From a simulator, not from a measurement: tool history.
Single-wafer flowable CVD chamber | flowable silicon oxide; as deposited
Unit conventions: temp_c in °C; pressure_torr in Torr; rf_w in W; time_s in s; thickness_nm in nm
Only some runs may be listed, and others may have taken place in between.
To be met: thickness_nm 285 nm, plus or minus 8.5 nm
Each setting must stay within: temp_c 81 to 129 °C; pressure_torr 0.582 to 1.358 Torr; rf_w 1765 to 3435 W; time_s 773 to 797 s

run 1 hour=0 | temp_c=105 pressure_torr=0.97 rf_w=2600 time_s=773 | thickness_nm=499.42
run 2 hour=3.1 | temp_c=108 pressure_torr=0.969 rf_w=2600 time_s=773 | thickness_nm=458.35
run 3 hour=5.8 | temp_c=101 pressure_torr=0.969 rf_w=2600 time_s=773 | thickness_nm=562.57
run 4 hour=12.1 | temp_c=101 pressure_torr=0.969 rf_w=2600 time_s=797 | thickness_nm=582.8
run 5 hour=15.9 | temp_c=105 pressure_torr=0.967 rf_w=2600 time_s=797 | thickness_nm=514.7
run 6 hour=21 | temp_c=115 pressure_torr=0.967 rf_w=2600 time_s=797 | thickness_nm=390.47
run 7 hour=22.5 | temp_c=117 pressure_torr=0.966 rf_w=2600 time_s=797 | thickness_nm=368.34
run 8 hour=24.5 | temp_c=118 pressure_torr=0.965 rf_w=2600 time_s=797 | thickness_nm=356.39
run 9 hour=32 | temp_c=119 pressure_torr=0.964 rf_w=2600 time_s=797 | thickness_nm=346.25
run 10 hour=39.1 | temp_c=120 pressure_torr=0.963 rf_w=2600 time_s=797 | thickness_nm=338.94
run 11 hour=43.4 | temp_c=121 pressure_torr=0.962 rf_w=2600 time_s=797 | thickness_nm=331.35
run 12 hour=47.9 | temp_c=122 pressure_torr=0.961 rf_w=2600 time_s=797 | thickness_nm=322.26

5 candidate next runs follow, results not yet known. Just one meets every target within its allowed miss. Identify it.
run A hour=52.4 | temp_c=127 pressure_torr=0.913 rf_w=2595 time_s=781 | thickness_nm=?
run B hour=52.4 | temp_c=129 pressure_torr=0.946 rf_w=2845 time_s=780 | thickness_nm=?
run C hour=52.4 | temp_c=128 pressure_torr=1.019 rf_w=2535 time_s=773 | thickness_nm=?
run D hour=52.4 | temp_c=126 pressure_torr=0.907 rf_w=2875 time_s=773 | thickness_nm=?
run E hour=52.4 | temp_c=122 pressure_torr=0.913 rf_w=2775 time_s=773 | thickness_nm=?

move=A thickness_nm=265.76
move=B thickness_nm=264.02
move=C thickness_nm=285
move=D thickness_nm=269.79
move=E thickness_nm=297.79
A: the result that was furthest off in the last run now lies on the other side of its target
B: the result that was furthest off in the last run now lies on the other side of its target
C: in spec on every target
D: the result that was furthest off in the last run now lies on the other side of its target
E: closes in on the targets versus the last run, not all within tolerance yet
The move that meets every target is C.

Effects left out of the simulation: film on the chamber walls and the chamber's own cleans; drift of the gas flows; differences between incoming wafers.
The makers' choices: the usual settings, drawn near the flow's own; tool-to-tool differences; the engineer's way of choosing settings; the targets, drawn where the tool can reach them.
